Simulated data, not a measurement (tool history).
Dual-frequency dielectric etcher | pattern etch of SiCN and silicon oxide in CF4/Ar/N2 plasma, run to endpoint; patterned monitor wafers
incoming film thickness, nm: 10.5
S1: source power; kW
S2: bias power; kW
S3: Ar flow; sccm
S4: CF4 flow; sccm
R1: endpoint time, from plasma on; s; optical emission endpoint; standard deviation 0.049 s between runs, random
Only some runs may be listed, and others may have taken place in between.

run 1 hour=0 | S1=0.44 S2=0.093 S3=90 S4=52 | R1=11.153
run 2 hour=1.7 | S1=0.44 S2=0.093 S3=103 S4=52 | R1=11.436
run 3 hour=5 | S1=0.49 S2=0.094 S3=103 S4=52 | R1=10.132
run 4 hour=6.1 | S1=0.51 S2=0.094 S3=103 S4=52 | R1=9.7931
run 5 hour=11.4 | S1=0.47 S2=0.094 S3=103 S4=52 | R1=10.756
run 6 hour=17.6 | S1=0.5 S2=0.095 S3=103 S4=52 | R1=9.9434

Run 7 has not been measured yet. What should we expect?
run 7 hour=21.3 | S1=0.52 S2=0.095 S3=103 S4=52 | R1=?

Logged for run 7: R1 9.6114 s.
